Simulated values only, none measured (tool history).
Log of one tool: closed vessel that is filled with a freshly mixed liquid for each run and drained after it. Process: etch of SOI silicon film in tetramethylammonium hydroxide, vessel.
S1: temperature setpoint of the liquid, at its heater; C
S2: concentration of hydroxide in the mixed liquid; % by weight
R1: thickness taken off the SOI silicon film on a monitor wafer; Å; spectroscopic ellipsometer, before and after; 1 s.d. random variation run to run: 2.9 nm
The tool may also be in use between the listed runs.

Run 1, hour 0.0: S1 70.0 C, S2 8.5 % by weight, time in the liquid (s) 90. Result: R1 6761.5 Å.
Run 2, hour 4.0: S1 70.0 C, S2 10.0 % by weight, time in the liquid (s) 90. Result: R1 6385.3 Å.
Run 3, hour 5.1: S1 70.0 C, S2 8.5 % by weight, time in the liquid (s) 90. Result: R1 6850.7 Å.
Run 4, hour 9.0: S1 69.0 C, S2 8.5 % by weight, time in the liquid (s) 90. Result: R1 6424.5 Å.
Run 5, hour 15.0: S1 74.0 C, S2 8.5 % by weight, time in the liquid (s) 90. Result: R1 8609.3 Å.
Run 6, hour 17.0: S1 77.0 C, S2 8.5 % by weight, time in the liquid (s) 90. Result: R1 10113.0 Å.
Run 7, hour 23.8: S1 74.5 C, S2 8.5 % by weight, time in the liquid (s) 90. Result: R1 8841.5 Å.
Run 8, hour 28.0: S1 72.5 C, S2 8.5 % by weight, time in the liquid (s) 90. Result: R1 7861.9 Å.
Run 9, hour 33.4: S1 71.0 C, S2 8.5 % by weight, time in the liquid (s) 90. Result: R1 7206.5 Å.
Run 10, hour 35.7: S1 70.0 C, S2 8.5 % by weight, time in the liquid (s) 90. Result: R1 6839.0 Å.

Run 11 is up next; what results do you expect?
Run 11, hour 41.5: S1 69.0 C, S2 8.5 % by weight, time in the liquid (s) 90. Result: R1 ?.

R1: 6405.2 Å
